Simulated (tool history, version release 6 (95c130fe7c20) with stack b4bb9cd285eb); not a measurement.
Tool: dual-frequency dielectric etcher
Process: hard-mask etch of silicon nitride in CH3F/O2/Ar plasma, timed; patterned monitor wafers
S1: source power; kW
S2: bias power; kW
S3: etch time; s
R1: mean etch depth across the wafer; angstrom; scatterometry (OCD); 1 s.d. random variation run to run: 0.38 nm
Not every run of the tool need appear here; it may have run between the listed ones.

Run 1, hour 0: S1 0.42 kW, S2 0.099 kW, S3 200.5 s. Result: R1 1688.1 angstrom.
Run 2, hour 2.2: S1 0.38 kW, S2 0.096 kW, S3 200.5 s. Result: R1 1572.8 angstrom.
Run 3, hour 8.3: S1 0.45 kW, S2 0.096 kW, S3 200.5 s. Result: R1 1713.2 angstrom.
Run 4, hour 16.7: S1 0.45 kW, S2 0.087 kW, S3 200.5 s. Result: R1 1611.1 angstrom.
Run 5, hour 23.3: S1 0.42 kW, S2 0.087 kW, S3 200.5 s. Result: R1 1569.4 angstrom.
Run 6, hour 26.4: S1 0.42 kW, S2 0.087 kW, S3 200.5 s. Result: R1 1566.6 angstrom.
Run 7, hour 27: S1 0.34 kW, S2 0.083 kW, S3 200.5 s. Result: R1 1358.9 angstrom.

The next listed run, before its measurement:
Run 8, hour 29.9: S1 0.34 kW, S2 0.083 kW, S3 200.5 s. Result: R1 ?.

R1: 1362.7 angstrom
